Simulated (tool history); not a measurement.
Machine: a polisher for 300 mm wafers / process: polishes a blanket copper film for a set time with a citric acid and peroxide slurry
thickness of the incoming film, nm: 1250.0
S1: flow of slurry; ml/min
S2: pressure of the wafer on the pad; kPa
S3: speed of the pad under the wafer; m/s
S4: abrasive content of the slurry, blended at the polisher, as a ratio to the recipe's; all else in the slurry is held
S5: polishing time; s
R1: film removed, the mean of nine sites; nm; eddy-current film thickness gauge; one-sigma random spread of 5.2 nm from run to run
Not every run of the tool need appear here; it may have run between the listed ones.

run  hour   S1    S2    S3   S4   S5      R1
  1     0  235  15.9   1.1    1  125  238.51
  2   6.8  235  15.9   1.1  0.9  125  229.07
  3   9.7  235  18.6  1.14  0.9  125  272.15
  4  10.8  190  18.6  1.14  0.9  125  264.76
  5  13.8  220  18.6  1.14  0.9  125  269.47
  6  18.2  220  18.6  1.38  0.9  125  318.48

For run 7, what comes out?
  7  24.4  225  20  1.4  0.9  125   ?

For run 7 the tool returned R1 343.97 nm.
